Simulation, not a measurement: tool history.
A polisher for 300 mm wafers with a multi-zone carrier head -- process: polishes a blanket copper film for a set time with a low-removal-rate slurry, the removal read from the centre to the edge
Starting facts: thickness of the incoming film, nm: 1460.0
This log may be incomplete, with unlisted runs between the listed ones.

run,hour,flow of slurry (ml/min),pressure of the head's centre zone,pressure of the head's middle zone,pressure of the head's edge zone,abrasive content of the slurry,polishing time (s),film removed at the wafer's centre (Å),film removed at mid-radius (Å),film removed at the wafer's edge (Å)
1,0.0,315,1.00,1.00,1.00,1.00,74,1774.6,1735.8,1763.9
2,1.8,315,1.00,1.00,1.00,0.80,74,1649.4,1621.2,1705.7
3,10.7,315,1.00,1.00,1.06,0.80,74,1658.5,1646.7,1689.5
4,17.5,315,1.09,1.00,1.06,0.80,74,1793.9,1624.5,1727.3
5,26.4,310,1.05,1.01,1.07,0.95,80,2002.2,1829.3,2010.3
6,34.1,310,0.97,1.01,1.07,0.95,80,1858.4,1853.6,1982.6
7,41.6,325,0.97,1.06,1.06,1.10,82,1950.4,2025.5,2114.1
8,46.1,330,0.98,1.09,1.03,1.20,85,2116.1,2193.9,2213.4
9,51.0,335,0.98,1.12,1.02,1.25,87,2185.2,2365.2,2294.0

For run 10, what comes out?
10,55.1,340,0.99,1.14,1.02,1.30,88,?,?,?

{"run 10": {"film removed at the wafer's centre (Å)": 2326.3, "film removed at mid-radius (Å)": 2454.0, "film removed at the wafer's edge (Å)": 2371.6}}
